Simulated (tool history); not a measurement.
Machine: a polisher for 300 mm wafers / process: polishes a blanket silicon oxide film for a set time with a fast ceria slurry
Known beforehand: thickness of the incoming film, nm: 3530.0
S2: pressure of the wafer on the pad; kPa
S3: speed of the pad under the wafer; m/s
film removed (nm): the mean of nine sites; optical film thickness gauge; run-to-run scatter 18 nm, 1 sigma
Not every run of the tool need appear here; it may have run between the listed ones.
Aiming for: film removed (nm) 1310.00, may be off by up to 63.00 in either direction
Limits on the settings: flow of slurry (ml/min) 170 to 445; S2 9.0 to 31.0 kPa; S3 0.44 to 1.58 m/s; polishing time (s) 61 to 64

Run 1, hour 0.0: flow of slurry (ml/min) 285, S2 20.0 kPa, S3 1.00 m/s, polishing time (s) 61. Result: film removed (nm) 1058.90.
Run 2, hour 6.8: flow of slurry (ml/min) 285, S2 20.7 kPa, S3 1.00 m/s, polishing time (s) 61. Result: film removed (nm) 1081.60.
Run 3, hour 13.4: flow of slurry (ml/min) 285, S2 21.4 kPa, S3 1.00 m/s, polishing time (s) 61. Result: film removed (nm) 1108.40.
Run 4, hour 21.9: flow of slurry (ml/min) 285, S2 21.4 kPa, S3 1.00 m/s, polishing time (s) 64. Result: film removed (nm) 1168.70.
Run 5, hour 28.1: flow of slurry (ml/min) 285, S2 17.2 kPa, S3 1.00 m/s, polishing time (s) 64. Result: film removed (nm) 950.17.
Run 6, hour 33.8: flow of slurry (ml/min) 285, S2 17.9 kPa, S3 1.00 m/s, polishing time (s) 64. Result: film removed (nm) 961.20.
Run 7, hour 35.5: flow of slurry (ml/min) 285, S2 18.6 kPa, S3 1.00 m/s, polishing time (s) 64. Result: film removed (nm) 999.16.
Run 8, hour 42.0: flow of slurry (ml/min) 285, S2 19.3 kPa, S3 1.00 m/s, polishing time (s) 64. Result: film removed (nm) 1048.60.

Which one of the following 5 next-run settings gets every result inside its allowed miss? There is exactly one.
Run A, hour 48.5: flow of slurry (ml/min) 170, S2 21.4 kPa, S3 1.16 m/s, polishing time (s) 64. Result: film removed (nm) ?.
Run B, hour 48.5: flow of slurry (ml/min) 270, S2 15.2 kPa, S3 0.96 m/s, polishing time (s) 61. Result: film removed (nm) ?.
Run C, hour 48.5: flow of slurry (ml/min) 310, S2 24.1 kPa, S3 0.60 m/s, polishing time (s) 61. Result: film removed (nm) ?.
Run D, hour 48.5: flow of slurry (ml/min) 295, S2 20.0 kPa, S3 1.08 m/s, polishing time (s) 63. Result: film removed (nm) ?.
Run E, hour 48.5: flow of slurry (ml/min) 285, S2 23.4 kPa, S3 1.16 m/s, polishing time (s) 64. Result: film removed (nm) ?.

move  film removed (nm)
   A            1310.10
   B             772.89
   C             778.88
   D            1175.70
   E            1491.00
A: hits every target within its allowed miss
B: misses by more than the last run did
C: misses by more than the last run did
D: better than the last run, though not everything is in spec
E: takes the result that was furthest off past its target
The right move is A.
